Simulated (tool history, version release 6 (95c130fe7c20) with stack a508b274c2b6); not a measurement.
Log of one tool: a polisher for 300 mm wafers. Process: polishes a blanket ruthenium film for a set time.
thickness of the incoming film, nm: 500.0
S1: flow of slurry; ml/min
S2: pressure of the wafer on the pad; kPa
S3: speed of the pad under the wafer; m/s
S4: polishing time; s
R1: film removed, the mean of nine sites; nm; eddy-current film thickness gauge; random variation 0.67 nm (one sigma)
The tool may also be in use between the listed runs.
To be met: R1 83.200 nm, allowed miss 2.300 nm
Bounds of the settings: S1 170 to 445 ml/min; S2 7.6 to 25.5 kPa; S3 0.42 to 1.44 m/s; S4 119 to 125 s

{"run": 1, "hour": 0.0, "S1": 285, "S2": 16.5, "S3": 0.92, "S4": 119, "R1": 158.36}
{"run": 2, "hour": 5.2, "S1": 285, "S2": 18.6, "S3": 0.92, "S4": 119, "R1": 172.43}
{"run": 3, "hour": 9.8, "S1": 280, "S2": 15.9, "S3": 0.88, "S4": 119, "R1": 147.88}
{"run": 4, "hour": 12.5, "S1": 280, "S2": 13.8, "S3": 0.82, "S4": 119, "R1": 123.6}
{"run": 5, "hour": 15.0, "S1": 280, "S2": 13.8, "S3": 0.62, "S4": 119, "R1": 95.888}
{"run": 6, "hour": 22.8, "S1": 280, "S2": 13.8, "S3": 0.82, "S4": 119, "R1": 125.46}
{"run": 7, "hour": 31.4, "S1": 280, "S2": 12.4, "S3": 0.78, "S4": 119, "R1": 110.83}
{"run": 8, "hour": 33.6, "S1": 275, "S2": 8.3, "S3": 0.78, "S4": 119, "R1": 85.35}

Which of these 4 next moves meets every target?
{"run": "A", "hour": 35.8, "S1": 350, "S2": 9.7, "S3": 0.66, "S4": 120, "R1": "?"}
{"run": "B", "hour": 35.8, "S1": 295, "S2": 13.1, "S3": 0.6, "S4": 119, "R1": "?"}
{"run": "C", "hour": 35.8, "S1": 275, "S2": 9.0, "S3": 0.74, "S4": 125, "R1": "?"}
{"run": "D", "hour": 35.8, "S1": 305, "S2": 9.7, "S3": 0.62, "S4": 124, "R1": "?"}

move=A R1=82.678
move=B R1=89.581
move=C R1=89.843
move=D R1=79.553
A: meets every target
B: further off than the last run
C: further off than the last run
D: takes the result that was furthest off past its target
The right move is A.
